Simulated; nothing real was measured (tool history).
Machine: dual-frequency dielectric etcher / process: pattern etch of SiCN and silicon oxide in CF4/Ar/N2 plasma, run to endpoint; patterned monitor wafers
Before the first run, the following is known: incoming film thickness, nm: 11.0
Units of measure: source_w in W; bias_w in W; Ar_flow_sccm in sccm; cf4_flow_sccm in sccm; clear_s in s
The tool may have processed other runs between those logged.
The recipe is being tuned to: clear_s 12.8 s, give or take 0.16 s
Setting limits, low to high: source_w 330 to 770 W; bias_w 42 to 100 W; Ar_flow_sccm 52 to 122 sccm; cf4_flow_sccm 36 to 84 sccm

run	day	source_w	bias_w	Ar_flow_sccm	cf4_flow_sccm	clear_s
1	0	550	71	87	60	10.855
2	0.067	530	71	87	60	11.251
3	0.167	520	71	87	60	11.361
4	0.4	520	71	80	60	11.206
5	0.596	600	71	80	60	9.9405
6	0.938	570	71	80	60	10.432
7	0.996	550	71	80	60	10.66
8	1.188	530	71	80	60	11.087
9	1.254	510	71	80	60	11.391
10	1.308	510	71	80	60	11.425
11	1.354	500	71	80	60	11.683
12	1.383	490	71	80	60	11.896
13	1.629	480	71	80	60	11.983
14	1.967	470	71	80	60	12.219
15	2.304	460	71	80	60	12.57

Exercise: of the 4 proposed moves below, exactly one satisfies all targets within the stated allowed misses. Which move is it?
A	2.642	460	67	79	51	?
B	2.642	430	72	76	58	?
C	2.642	490	56	86	65	?
D	2.642	400	83	80	67	?

move	clear_s
A	13.18
B	13.261
C	12.823
D	13.234
A: moves the result that the last run missed by most past its target, out the other side
B: moves the result that the last run missed by most past its target, out the other side
C: in spec on every target
D: moves the result that the last run missed by most past its target, out the other side
C meets every target.

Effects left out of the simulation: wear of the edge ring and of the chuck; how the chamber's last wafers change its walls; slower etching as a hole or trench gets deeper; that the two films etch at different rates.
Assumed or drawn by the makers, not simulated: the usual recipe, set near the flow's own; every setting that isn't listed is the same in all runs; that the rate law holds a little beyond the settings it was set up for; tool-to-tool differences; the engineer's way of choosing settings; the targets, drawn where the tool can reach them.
